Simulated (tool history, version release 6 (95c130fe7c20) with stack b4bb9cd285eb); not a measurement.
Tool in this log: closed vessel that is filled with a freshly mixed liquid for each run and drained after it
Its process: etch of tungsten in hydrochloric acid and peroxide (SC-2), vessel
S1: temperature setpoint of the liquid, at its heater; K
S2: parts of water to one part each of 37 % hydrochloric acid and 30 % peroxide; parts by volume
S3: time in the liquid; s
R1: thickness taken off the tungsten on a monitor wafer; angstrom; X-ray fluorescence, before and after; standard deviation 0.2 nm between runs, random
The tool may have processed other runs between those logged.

run	hour	S1	S2	S3	R1
1	0.0	322.15	6.5	130	266.18
2	0.7	322.15	6.5	130	267.91
3	2.2	323.15	6.5	130	285.29
4	6.2	323.65	6.5	130	294.25
5	10.9	324.15	6.5	130	300.48
6	12.9	324.15	6.5	105	243.42
7	14.9	325.65	6.5	105	270.88
8	20.1	326.65	6.5	105	285.24

For run 9, what comes out?
9	29.0	329.65	6.5	105	?

Run 9 measured R1 351.61 angstrom.

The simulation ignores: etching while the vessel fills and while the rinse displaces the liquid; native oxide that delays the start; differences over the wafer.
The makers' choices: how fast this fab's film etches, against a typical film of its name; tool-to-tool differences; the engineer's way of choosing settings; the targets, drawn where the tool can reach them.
